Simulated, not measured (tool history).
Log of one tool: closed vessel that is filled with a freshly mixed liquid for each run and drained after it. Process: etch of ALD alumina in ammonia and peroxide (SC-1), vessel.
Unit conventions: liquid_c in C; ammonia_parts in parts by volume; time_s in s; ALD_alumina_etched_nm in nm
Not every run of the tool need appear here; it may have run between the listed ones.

run 1 hour=0.0 | liquid_c=49.0 ammonia_parts=0.70 time_s=85 | ALD_alumina_etched_nm=3.8135
run 2 hour=3.3 | liquid_c=49.0 ammonia_parts=0.80 time_s=85 | ALD_alumina_etched_nm=3.8157
run 3 hour=8.9 | liquid_c=48.0 ammonia_parts=0.80 time_s=85 | ALD_alumina_etched_nm=3.6995
run 4 hour=17.3 | liquid_c=48.0 ammonia_parts=0.55 time_s=85 | ALD_alumina_etched_nm=3.5594
run 5 hour=25.8 | liquid_c=45.0 ammonia_parts=0.55 time_s=85 | ALD_alumina_etched_nm=2.9931
run 6 hour=30.8 | liquid_c=45.0 ammonia_parts=0.55 time_s=85 | ALD_alumina_etched_nm=2.9782
run 7 hour=33.3 | liquid_c=44.5 ammonia_parts=0.55 time_s=85 | ALD_alumina_etched_nm=2.8799
run 8 hour=38.0 | liquid_c=44.0 ammonia_parts=0.55 time_s=85 | ALD_alumina_etched_nm=2.8081

What will run 9 give?
run 9 hour=41.4 | liquid_c=43.5 ammonia_parts=0.55 time_s=85 | ALD_alumina_etched_nm=?

ALD_alumina_etched_nm: 2.7423 nm
